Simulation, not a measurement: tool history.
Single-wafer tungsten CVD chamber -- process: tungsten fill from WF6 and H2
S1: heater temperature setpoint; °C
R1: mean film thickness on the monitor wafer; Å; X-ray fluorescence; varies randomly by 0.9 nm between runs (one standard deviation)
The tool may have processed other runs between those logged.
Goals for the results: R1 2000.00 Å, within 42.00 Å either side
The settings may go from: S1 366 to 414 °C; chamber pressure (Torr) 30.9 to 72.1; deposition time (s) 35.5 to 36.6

Run 1, hour 0.0: S1 390 °C, chamber pressure (Torr) 51.5, deposition time (s) 35.5. Result: R1 1152.70 Å.
Run 2, hour 0.7: S1 390 °C, chamber pressure (Torr) 42.8, deposition time (s) 35.5. Result: R1 994.88 Å.
Run 3, hour 5.3: S1 396 °C, chamber pressure (Torr) 42.8, deposition time (s) 35.5. Result: R1 1141.40 Å.
Run 4, hour 9.2: S1 399 °C, chamber pressure (Torr) 45.0, deposition time (s) 35.6. Result: R1 1264.90 Å.
Run 5, hour 14.0: S1 388 °C, chamber pressure (Torr) 45.0, deposition time (s) 35.6. Result: R1 1000.50 Å.
Run 6, hour 17.5: S1 393 °C, chamber pressure (Torr) 46.8, deposition time (s) 35.6. Result: R1 1136.10 Å.
Run 7, hour 22.5: S1 405 °C, chamber pressure (Torr) 57.1, deposition time (s) 36.1. Result: R1 1706.60 Å.
Run 8, hour 25.2: S1 406 °C, chamber pressure (Torr) 57.1, deposition time (s) 36.1. Result: R1 1731.40 Å.
Run 9, hour 33.8: S1 407 °C, chamber pressure (Torr) 57.1, deposition time (s) 36.1. Result: R1 1778.50 Å.

Pick the move, out of 4, that brings all results within their allowed miss; only one does.
Run A, hour 42.4: S1 404 °C, chamber pressure (Torr) 57.7, deposition time (s) 36.6. Result: R1 ?.
Run B, hour 42.4: S1 404 °C, chamber pressure (Torr) 59.0, deposition time (s) 35.5. Result: R1 ?.
Run C, hour 42.4: S1 406 °C, chamber pressure (Torr) 56.8, deposition time (s) 35.5. Result: R1 ?.
Run D, hour 42.4: S1 411 °C, chamber pressure (Torr) 60.0, deposition time (s) 36.6. Result: R1 ?.

move       R1
   A  1705.10
   B  1677.00
   C  1703.90
   D  1998.50
A: further off than the last run
B: further off than the last run
C: further off than the last run
D: all results in spec
Correct choice: D, which meets every target
